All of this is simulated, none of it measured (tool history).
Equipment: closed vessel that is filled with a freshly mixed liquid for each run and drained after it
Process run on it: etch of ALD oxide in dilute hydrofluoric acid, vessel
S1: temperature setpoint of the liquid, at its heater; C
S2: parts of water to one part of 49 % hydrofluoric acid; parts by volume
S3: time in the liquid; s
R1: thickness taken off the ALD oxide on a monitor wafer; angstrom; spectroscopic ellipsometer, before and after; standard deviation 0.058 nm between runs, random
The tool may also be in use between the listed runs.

Run 1, hour 0.0: S1 23.0 C, S2 100 parts by volume, S3 35 s. Result: R1 36.724 angstrom.
Run 2, hour 6.8: S1 25.5 C, S2 100 parts by volume, S3 35 s. Result: R1 40.263 angstrom.
Run 3, hour 8.8: S1 26.0 C, S2 95 parts by volume, S3 35 s. Result: R1 43.713 angstrom.
Run 4, hour 11.1: S1 26.0 C, S2 115 parts by volume, S3 35 s. Result: R1 35.309 angstrom.
Run 5, hour 17.0: S1 26.0 C, S2 115 parts by volume, S3 30 s. Result: R1 29.812 angstrom.
Run 6, hour 21.1: S1 26.5 C, S2 110 parts by volume, S3 30 s. Result: R1 31.526 angstrom.
Run 7, hour 27.1: S1 27.0 C, S2 105 parts by volume, S3 30 s. Result: R1 35.153 angstrom.
Run 8, hour 35.3: S1 27.5 C, S2 100 parts by volume, S3 30 s. Result: R1 37.559 angstrom.
Run 9, hour 36.4: S1 28.0 C, S2 95 parts by volume, S3 30 s. Result: R1 41.090 angstrom.

Run 10 has not been measured yet. What should we expect?
Run 10, hour 38.4: S1 28.5 C, S2 90 parts by volume, S3 30 s. Result: R1 ?.

Logged for run 10: R1 43.218 angstrom.
